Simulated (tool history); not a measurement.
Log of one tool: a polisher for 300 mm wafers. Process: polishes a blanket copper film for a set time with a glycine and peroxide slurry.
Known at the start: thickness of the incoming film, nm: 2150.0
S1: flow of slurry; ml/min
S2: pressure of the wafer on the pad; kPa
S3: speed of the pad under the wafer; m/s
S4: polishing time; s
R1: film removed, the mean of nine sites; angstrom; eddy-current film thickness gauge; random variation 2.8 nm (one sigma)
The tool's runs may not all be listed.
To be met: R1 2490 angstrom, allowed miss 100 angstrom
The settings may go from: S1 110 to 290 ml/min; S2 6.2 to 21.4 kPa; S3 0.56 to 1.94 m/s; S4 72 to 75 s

run  hour   S1    S2    S3  S4      R1
  1     0  185  13.8  1.24  72  3276.2
  2   2.3  185  13.1  1.24  72  3152.2
  3   3.7  185  13.1  1.54  72  3805.6
  4   5.4  185  13.1  1.54  72  3767.8
  5   9.3  185  12.4  1.54  72    3688
  6  17.9  215  12.4  1.54  72  3742.6
  7  18.4  215  11.7  1.52  72  3557.3
  8  26.4  215    11  1.52  72  3469.8
  9  34.6  215  10.3   1.5  72  3290.6

Which of these 5 next moves meets every target?
  A  42.8  280   6.2  1.38  72   ?
  B  42.8  240  12.4  1.46  74   ?
  C  42.8  210   8.3  1.38  72   ?
  D  42.8  225  10.3   1.6  75   ?
  E  42.8  165   8.3  0.92  75   ?

move      R1
   A  2536.7
   B  3728.6
   C  2772.1
   D  3657.8
   E  2069.8
A: meets every target
B: further off than the last run
C: nearer than the last run, and not there yet
D: further off than the last run
E: takes the result that was furthest off past its target
Move A is the one to make.
